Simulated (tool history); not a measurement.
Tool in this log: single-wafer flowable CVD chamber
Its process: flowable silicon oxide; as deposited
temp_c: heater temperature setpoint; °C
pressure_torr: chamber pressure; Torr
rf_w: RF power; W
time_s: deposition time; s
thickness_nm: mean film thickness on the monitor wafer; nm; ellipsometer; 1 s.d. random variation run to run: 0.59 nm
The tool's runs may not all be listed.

| run | hour | temp_c | pressure_torr | rf_w | time_s | thickness_nm |
|---|---|---|---|---|---|---|
| 1 | 0.0 | 95 | 0.572 | 1915 | 603 | 281.81 |
| 2 | 1.2 | 95 | 0.572 | 1915 | 603 | 283.16 |
| 3 | 6.9 | 95 | 0.611 | 1915 | 603 | 300.70 |
| 4 | 9.6 | 95 | 0.511 | 1915 | 603 | 254.66 |
| 5 | 11.2 | 96 | 0.511 | 1915 | 603 | 246.06 |
| 6 | 18.6 | 96 | 0.511 | 1765 | 603 | 240.30 |

What will run 7 give?
| 7 | 23.2 | 97 | 0.511 | 1765 | 603 | ? |

{"run 7": {"thickness_nm": 234.6}}

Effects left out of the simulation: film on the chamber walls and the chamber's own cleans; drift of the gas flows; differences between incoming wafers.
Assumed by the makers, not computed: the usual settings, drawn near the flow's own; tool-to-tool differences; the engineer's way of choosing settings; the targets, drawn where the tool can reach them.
